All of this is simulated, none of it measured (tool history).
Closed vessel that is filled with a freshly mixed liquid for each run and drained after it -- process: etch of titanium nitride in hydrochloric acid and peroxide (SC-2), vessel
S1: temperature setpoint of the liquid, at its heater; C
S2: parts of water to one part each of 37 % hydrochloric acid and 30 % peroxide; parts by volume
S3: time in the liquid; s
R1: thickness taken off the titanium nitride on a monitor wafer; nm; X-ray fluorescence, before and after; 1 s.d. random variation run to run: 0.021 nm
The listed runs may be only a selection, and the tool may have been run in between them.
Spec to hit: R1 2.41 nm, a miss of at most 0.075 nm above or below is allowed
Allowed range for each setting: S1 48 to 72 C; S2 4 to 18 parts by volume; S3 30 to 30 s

Run 1, hour 0: S1 64 C, S2 10 parts by volume, S3 30 s. Result: R1 1.9943 nm.
Run 2, hour 0.7: S1 64 C, S2 10 parts by volume, S3 30 s. Result: R1 1.9874 nm.
Run 3, hour 7.2: S1 64 C, S2 10 parts by volume, S3 30 s. Result: R1 1.9815 nm.
Run 4, hour 14.8: S1 65 C, S2 10 parts by volume, S3 30 s. Result: R1 2.108 nm.
Run 5, hour 23.4: S1 65 C, S2 11.5 parts by volume, S3 30 s. Result: R1 1.8891 nm.
Run 6, hour 30.5: S1 66.5 C, S2 11.5 parts by volume, S3 30 s. Result: R1 2.0716 nm.
Run 7, hour 37: S1 67.5 C, S2 11.5 parts by volume, S3 30 s. Result: R1 2.1863 nm.
Run 8, hour 44.7: S1 68 C, S2 11.5 parts by volume, S3 30 s. Result: R1 2.2581 nm.
Run 9, hour 48.3: S1 68.5 C, S2 11.5 parts by volume, S3 30 s. Result: R1 2.3494 nm.
Run 10, hour 52.1: S1 68.5 C, S2 11.5 parts by volume, S3 30 s. Result: R1 2.3271 nm.

Which single option among these 4 for the next run brings every result within its allowed miss of target? Just one does.
Run A, hour 55.9: S1 68 C, S2 10.5 parts by volume, S3 30 s. Result: R1 ?.
Run B, hour 55.9: S1 66.5 C, S2 11 parts by volume, S3 30 s. Result: R1 ?.
Run C, hour 55.9: S1 68.5 C, S2 12.5 parts by volume, S3 30 s. Result: R1 ?.
Run D, hour 55.9: S1 68 C, S2 11.5 parts by volume, S3 30 s. Result: R1 ?.

move      R1
   A  2.4304
   B  2.1355
   C  2.1587
   D  2.2503
A: meets every target
B: further off than the last run
C: further off than the last run
D: further off than the last run
The right move is A.
